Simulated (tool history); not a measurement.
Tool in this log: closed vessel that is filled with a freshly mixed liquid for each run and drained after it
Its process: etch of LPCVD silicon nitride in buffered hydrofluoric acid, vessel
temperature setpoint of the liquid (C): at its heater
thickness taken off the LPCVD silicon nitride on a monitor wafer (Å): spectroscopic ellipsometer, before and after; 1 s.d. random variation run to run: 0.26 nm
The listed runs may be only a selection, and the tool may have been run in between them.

run,hour,temperature setpoint of the liquid (C),parts of 40 % ammonium fluoride to one part of 49 % hydrofluoric acid (parts by volume),time in the liquid (s),thickness taken off the LPCVD silicon nitride on a monitor wafer (Å)
1,0.0,24.0,10.5,1120,173.85
2,1.6,24.0,9.0,1120,198.47
3,4.8,24.0,11.5,1120,158.94
4,9.5,26.0,10.0,1120,200.68
# hour 16.6: hydrofluoric acid flow meter replaced
5,16.6,27.5,9.0,1120,225.42
6,25.9,28.5,8.0,1125,267.95
7,28.4,29.5,7.5,1125,304.65
8,33.9,30.0,7.5,1125,311.34
9,39.9,30.5,7.5,1125,318.89
10,47.8,30.5,7.5,1125,315.31
11,52.3,31.0,7.0,1125,352.27

Run 12 is up next; what results do you expect?
12,55.3,31.0,7.0,1125,?

{"run 12": {"thickness taken off the LPCVD silicon nitride on a monitor wafer (Å)": 353.05}}
